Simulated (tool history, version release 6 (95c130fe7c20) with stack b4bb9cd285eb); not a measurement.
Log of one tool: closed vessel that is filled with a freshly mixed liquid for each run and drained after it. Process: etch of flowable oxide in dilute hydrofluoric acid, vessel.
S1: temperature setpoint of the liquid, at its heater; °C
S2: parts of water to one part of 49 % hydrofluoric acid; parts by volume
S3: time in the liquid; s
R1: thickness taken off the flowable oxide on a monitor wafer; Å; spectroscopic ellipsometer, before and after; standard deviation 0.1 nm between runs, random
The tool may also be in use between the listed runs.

run,hour,S1,S2,S3,R1
1,0.0,23.0,185,30,52.249
2,7.8,19.5,185,30,46.076
3,11.1,19.5,150,30,59.447
4,16.0,21.5,140,30,69.323
5,24.4,23.0,135,30,77.287
6,26.1,24.5,135,30,81.234
7,32.7,25.5,130,30,88.123
8,40.3,26.5,125,30,96.520

Predict the results of run 9:
9,41.6,27.5,125,30,?

R1: 99.943 Å

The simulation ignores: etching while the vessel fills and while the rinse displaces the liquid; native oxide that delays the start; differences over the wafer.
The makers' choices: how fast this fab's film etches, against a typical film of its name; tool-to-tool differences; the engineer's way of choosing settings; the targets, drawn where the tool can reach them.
